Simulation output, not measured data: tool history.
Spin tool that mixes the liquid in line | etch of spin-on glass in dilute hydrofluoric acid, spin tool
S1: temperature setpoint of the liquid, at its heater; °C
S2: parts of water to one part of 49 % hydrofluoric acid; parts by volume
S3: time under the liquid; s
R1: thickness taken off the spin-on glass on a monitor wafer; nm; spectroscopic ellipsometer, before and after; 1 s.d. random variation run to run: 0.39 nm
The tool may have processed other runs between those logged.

run,day,S1,S2,S3,R1
1,0.000,22.0,285,290,25.814
2,0.338,22.0,285,315,27.315
3,0.438,22.0,285,290,25.577
4,0.646,22.0,200,290,39.156
5,1.008,25.0,200,290,43.560
6,1.158,25.0,200,315,47.905
# day 1.250: hydrofluoric acid flow meter replaced
7,1.250,26.0,195,315,46.415
8,1.596,26.5,180,315,51.503

Predict the results of run 9:
9,1.954,27.0,170,315,?

R1: 55.894 nm
